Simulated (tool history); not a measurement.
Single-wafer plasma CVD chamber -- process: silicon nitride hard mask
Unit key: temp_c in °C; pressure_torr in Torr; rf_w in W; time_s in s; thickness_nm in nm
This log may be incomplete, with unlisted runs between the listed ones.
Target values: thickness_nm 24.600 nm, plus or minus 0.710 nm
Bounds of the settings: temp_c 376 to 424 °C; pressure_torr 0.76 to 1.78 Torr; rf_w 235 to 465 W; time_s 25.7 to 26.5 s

run  hour  temp_c  pressure_torr  rf_w  time_s  thickness_nm
  1   0.0     400           1.27   350    25.7        31.035
  2   3.9     400           1.16   350    25.7        29.850
  3   8.5     407           1.16   350    25.7        29.868
  4  16.8     400           1.16   350    25.7        29.917
  5  22.8     400           1.16   350    26.5        30.879
  6  27.9     400           1.16   350    25.7        30.026
  7  31.1     400           1.16   350    25.7        29.962
  8  37.5     401           0.91   295    25.7        23.169
  9  40.2     401           0.95   295    25.7        23.628

4 candidate next runs follow, results not yet known. Just one meets every target within its allowed miss. Identify it.
  A  42.9     412           0.84   300    25.9             ?
  B  42.9     408           0.83   300    25.9             ?
  C  42.9     410           0.86   320    26.0             ?
  D  42.9     398           0.93   275    26.5             ?

move  thickness_nm
   A        22.783
   B        22.698
   C        24.591
   D        22.546
A: lands further from the targets than the last run did
B: lands further from the targets than the last run did
C: in spec on every target
D: lands further from the targets than the last run did
C is the move that brings every result within its allowed miss.
